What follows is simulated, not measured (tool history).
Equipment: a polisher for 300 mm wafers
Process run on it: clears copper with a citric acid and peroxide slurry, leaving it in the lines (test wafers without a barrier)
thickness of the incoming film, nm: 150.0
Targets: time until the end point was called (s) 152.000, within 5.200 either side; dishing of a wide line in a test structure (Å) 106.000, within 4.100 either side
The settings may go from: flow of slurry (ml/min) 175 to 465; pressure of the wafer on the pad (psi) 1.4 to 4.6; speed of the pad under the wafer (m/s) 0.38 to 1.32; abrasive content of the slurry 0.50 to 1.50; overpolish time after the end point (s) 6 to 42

run	hour	flow of slurry (ml/min)	pressure of the wafer on the pad (psi)	speed of the pad under the wafer (m/s)	abrasive content of the slurry	overpolish time after the end point (s)	time until the end point was called (s)	dishing of a wide line in a test structure (Å)
1	0.0	295	3.0	0.84	1.00	21	84.407	291.050
2	1.4	295	2.9	0.82	1.00	20	88.661	263.820
3	6.0	295	2.9	0.66	1.00	20	108.640	218.750
4	11.2	295	2.9	0.66	1.00	14	110.190	155.670
5	20.0	295	2.8	0.66	1.00	14	111.520	153.770
6	25.7	295	2.8	0.84	1.00	14	89.388	190.100
7	34.2	295	2.6	0.82	1.00	14	97.432	174.530
8	39.0	295	2.4	0.82	1.00	14	103.640	163.310
9	43.5	295	2.3	0.82	1.00	14	107.750	157.730
10	47.3	295	1.5	0.78	1.00	12	152.830	95.797

Next run, 5 choices. One meets every target within its allowed miss, the rest don't. Which?
A	51.1	295	1.4	0.82	1.05	12	?	?
B	51.1	295	1.5	0.70	1.20	16	?	?
C	51.1	325	1.8	0.72	0.80	13	?	?
D	51.1	405	1.5	0.76	1.05	14	?	?
E	51.1	255	1.4	1.02	0.65	12	?	?

move	time until the end point was called (s)	dishing of a wide line in a test structure (Å)
A	153.320	99.448
B	164.880	122.370
C	152.280	108.440
D	152.960	115.690
E	139.880	108.580
A: gains on the last run, yet a result remains outside its allowed miss
B: takes the biggest miss from the last run beyond its target
C: every result lands within tolerance
D: takes the biggest miss from the last run beyond its target
E: meets the target for the result that was furthest off, but another lies outside its allowed miss
Answer: C
